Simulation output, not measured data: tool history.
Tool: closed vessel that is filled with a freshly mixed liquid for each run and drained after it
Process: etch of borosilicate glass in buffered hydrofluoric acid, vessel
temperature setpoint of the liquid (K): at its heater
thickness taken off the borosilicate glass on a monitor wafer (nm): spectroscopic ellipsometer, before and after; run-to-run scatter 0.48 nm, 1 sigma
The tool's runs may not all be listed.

run  hour  temperature setpoint of the liquid (K)  parts of 40 % ammonium fluoride to one part of 49 % hydrofluoric acid (parts by volume)  time in the liquid (s)  thickness taken off the borosilicate glass on a monitor wafer (nm)
  1   0.0                                  297.15                                                                                     10.0                      85                                                              94.037
  2   6.7                                  297.15                                                                                     10.0                      90                                                              99.966
  3  12.3                                  297.15                                                                                      8.5                      90                                                             113.340
  4  17.1                                  295.65                                                                                     10.0                      90                                                              91.887
  5  22.4                                  294.15                                                                                     11.0                      90                                                              78.596
  6  26.4                                  294.15                                                                                     10.0                      90                                                              84.481
  7  26.9                                  293.15                                                                                     11.0                      90                                                              74.476
  8  30.2                                  290.15                                                                                     14.0                      90                                                              48.680
  9  32.2                                  290.65                                                                                     14.0                      90                                                              50.123

Run 10 comes next. What will it give?
 10  37.4                                  290.65                                                                                     14.0                      90                                                                   ?

Run 10 gave thickness taken off the borosilicate glass on a monitor wafer (nm) 49.696.
